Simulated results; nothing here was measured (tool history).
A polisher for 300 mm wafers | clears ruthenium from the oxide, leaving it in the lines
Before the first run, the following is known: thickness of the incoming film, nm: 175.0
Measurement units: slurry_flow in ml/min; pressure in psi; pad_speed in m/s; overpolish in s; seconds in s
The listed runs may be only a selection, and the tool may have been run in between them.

| run | hour | slurry_flow | pressure | pad_speed | overpolish | seconds |
|---|---|---|---|---|---|---|
| 1 | 0.0 | 220 | 2.1 | 1.26 | 6 | 131.84 |
| 2 | 1.2 | 220 | 1.9 | 1.20 | 6 | 152.66 |
| 3 | 10.1 | 220 | 2.3 | 1.20 | 6 | 131.17 |
| 4 | 16.7 | 220 | 2.3 | 1.44 | 6 | 108.17 |
| 5 | 18.1 | 215 | 2.0 | 1.32 | 6 | 130.92 |
| 6 | 23.3 | 215 | 2.0 | 1.32 | 5 | 130.43 |
| 7 | 26.9 | 205 | 1.4 | 0.96 | 5 | 240.93 |

Forecast run 8:
| 8 | 29.4 | 205 | 1.3 | 0.96 | 5 | ? |

{"run 8": {"seconds": 249.94}}

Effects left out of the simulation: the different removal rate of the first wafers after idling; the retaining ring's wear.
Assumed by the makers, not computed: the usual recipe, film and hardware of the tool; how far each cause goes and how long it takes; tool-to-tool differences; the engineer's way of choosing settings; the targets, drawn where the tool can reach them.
